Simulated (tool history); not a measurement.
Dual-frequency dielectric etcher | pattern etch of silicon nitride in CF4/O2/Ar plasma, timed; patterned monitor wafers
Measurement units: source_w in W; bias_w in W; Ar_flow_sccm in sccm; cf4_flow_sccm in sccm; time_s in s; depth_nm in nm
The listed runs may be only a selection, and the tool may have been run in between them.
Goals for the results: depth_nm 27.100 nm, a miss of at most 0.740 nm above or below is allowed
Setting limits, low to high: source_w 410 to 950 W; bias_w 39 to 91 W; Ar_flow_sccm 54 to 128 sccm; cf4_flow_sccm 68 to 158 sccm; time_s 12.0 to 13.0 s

run  hour  source_w  bias_w  Ar_flow_sccm  cf4_flow_sccm  time_s  depth_nm
  1   0.0       680      65            91            113    13.0    36.730
  2   0.6       680      57            91            113    13.0    34.270
  3   2.9       630      56            91            113    13.0    32.163
  4  11.3       630      56            81            113    13.0    32.739
  5  12.8       630      56            81            122    13.0    32.994
  6  17.6       590      55            81            122    13.0    31.135
  7  23.5       560      55            81            122    13.0    29.987
  8  26.5       540      55            81            122    13.0    29.397
  9  27.4       520      55            81            122    13.0    28.452
 10  32.4       510      55            81            122    13.0    27.980

Which of these 5 next moves meets every target?
  A  37.4       480      62            84            121    13.0         ?
  B  37.4       480      61            82            111    12.5         ?
  C  37.4       550      52            80            113    13.0         ?
  D  37.4       590      47            77            104    13.0         ?
  E  37.4       530      55            78            126    13.0         ?

move  depth_nm
   A    28.285
   B    26.765
   C    28.493
   D    28.321
   E    28.995
A: further off than the last run
B: every result within its allowed miss
C: further off than the last run
D: further off than the last run
E: further off than the last run
The right move is B.
